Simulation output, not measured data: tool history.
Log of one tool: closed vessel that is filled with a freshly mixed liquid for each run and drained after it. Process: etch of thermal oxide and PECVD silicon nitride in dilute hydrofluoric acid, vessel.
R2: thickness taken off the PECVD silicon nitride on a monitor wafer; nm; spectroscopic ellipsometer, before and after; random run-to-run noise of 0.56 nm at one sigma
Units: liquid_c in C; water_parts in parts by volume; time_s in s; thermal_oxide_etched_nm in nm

run 1 hour=0 | liquid_c=21 water_parts=100 time_s=905 | thermal_oxide_etched_nm=38.095 R2=46.703
run 2 hour=4.8 | liquid_c=22.5 water_parts=80 time_s=900 | thermal_oxide_etched_nm=51.73 R2=63.83
run 3 hour=8.2 | liquid_c=24 water_parts=70 time_s=895 | thermal_oxide_etched_nm=63.116 R2=80.627
run 4 hour=16.7 | liquid_c=20.5 water_parts=70 time_s=895 | thermal_oxide_etched_nm=54.136 R2=63.566
run 5 hour=20.2 | liquid_c=18 water_parts=70 time_s=895 | thermal_oxide_etched_nm=49.211 R2=53.083
run 6 hour=28.2 | liquid_c=20 water_parts=60 time_s=890 | thermal_oxide_etched_nm=61.679 R2=70.735
run 7 hour=29.5 | liquid_c=21.5 water_parts=55 time_s=885 | thermal_oxide_etched_nm=72.311 R2=84.643
run 8 hour=32 | liquid_c=23 water_parts=50 time_s=880 | thermal_oxide_etched_nm=85.128 R2=102.06
run 9 hour=39.2 | liquid_c=24 water_parts=50 time_s=875 | thermal_oxide_etched_nm=89.098 R2=109.32
run 10 hour=44 | liquid_c=24 water_parts=50 time_s=875 | thermal_oxide_etched_nm=88.896 R2=108.93
run 11 hour=53.4 | liquid_c=25 water_parts=50 time_s=870 | thermal_oxide_etched_nm=92.042 R2=115.96

What does the tool deliver on the next run?
run 12 hour=56.2 | liquid_c=25.5 water_parts=50 time_s=865 | thermal_oxide_etched_nm=? R2=?

thermal_oxide_etched_nm: 92.125 nm
R2: 118.7 nm
